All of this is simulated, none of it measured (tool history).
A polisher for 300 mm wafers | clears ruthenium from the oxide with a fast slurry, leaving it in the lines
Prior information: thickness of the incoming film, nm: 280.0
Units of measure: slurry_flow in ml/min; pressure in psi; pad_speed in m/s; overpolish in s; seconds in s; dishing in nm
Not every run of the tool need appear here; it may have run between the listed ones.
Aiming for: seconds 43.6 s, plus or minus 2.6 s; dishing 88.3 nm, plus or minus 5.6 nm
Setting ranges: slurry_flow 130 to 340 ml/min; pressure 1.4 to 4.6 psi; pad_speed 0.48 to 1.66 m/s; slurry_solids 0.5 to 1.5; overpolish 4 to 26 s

| run | day | slurry_flow | pressure | pad_speed | slurry_solids | overpolish | seconds | dishing |
|---|---|---|---|---|---|---|---|---|
| 1 | 0 | 220 | 3 | 1.06 | 1 | 13 | 52.848 | 48.376 |
| 2 | 0.262 | 220 | 3 | 0.8 | 1 | 13 | 64.886 | 38.845 |
| 3 | 0.467 | 220 | 3.2 | 0.82 | 1 | 14 | 61.129 | 43.718 |
| 4 | 0.779 | 220 | 3.2 | 0.82 | 1 | 9 | 59.809 | 30.309 |
| 5 | 0.958 | 220 | 2.7 | 0.82 | 1 | 9 | 72.704 | 26.435 |
| 6 | 1.029 | 265 | 2.7 | 0.82 | 1 | 9 | 68.828 | 26.665 |
| 7 | 1.054 | 255 | 2.9 | 0.88 | 1 | 11 | 62.52 | 35.638 |
| 8 | 1.271 | 255 | 3.1 | 0.9 | 1 | 13 | 57.373 | 42.538 |
| 9 | 1.354 | 255 | 3.2 | 0.92 | 1 | 15 | 54.518 | 54.278 |
| 10 | 1.417 | 255 | 3.3 | 0.94 | 1 | 16 | 52.57 | 60.735 |
| 11 | 1.679 | 255 | 3.4 | 0.94 | 1 | 17 | 53.406 | 62.214 |
| 12 | 2.033 | 255 | 3.4 | 0.94 | 1 | 17 | 51.348 | 62.968 |
| 13 | 2.238 | 255 | 3.5 | 0.96 | 1 | 18 | 49.739 | 69.204 |
| 14 | 2.408 | 255 | 3.6 | 0.98 | 1 | 18 | 46.692 | 71.314 |
| 15 | 2.583 | 255 | 3.6 | 1 | 1 | 18 | 45.944 | 70.836 |
| 16 | 2.942 | 255 | 3.6 | 1.02 | 1 | 18 | 44.854 | 73.869 |

Of the 4 settings listed for the next run, only one would bring every result within its allowed miss of target. Which one?
| A | 3.3 | 265 | 3.6 | 1.04 | 0.9 | 16 | ? | ? |
| B | 3.3 | 225 | 3 | 1.4 | 0.9 | 23 | ? | ? |
| C | 3.3 | 200 | 4 | 0.98 | 0.9 | 16 | ? | ? |
| D | 3.3 | 305 | 4.2 | 0.9 | 0.85 | 16 | ? | ? |

| move | seconds | dishing |
|---|---|---|
| A | 48.329 | 62.993 |
| B | 45.5 | 88.934 |
| C | 47.139 | 64.338 |
| D | 48.09 | 63.259 |
A: its largest miss is bigger than the last run's
B: in spec on every target
C: its largest miss is bigger than the last run's
D: its largest miss is bigger than the last run's
The right move is B.
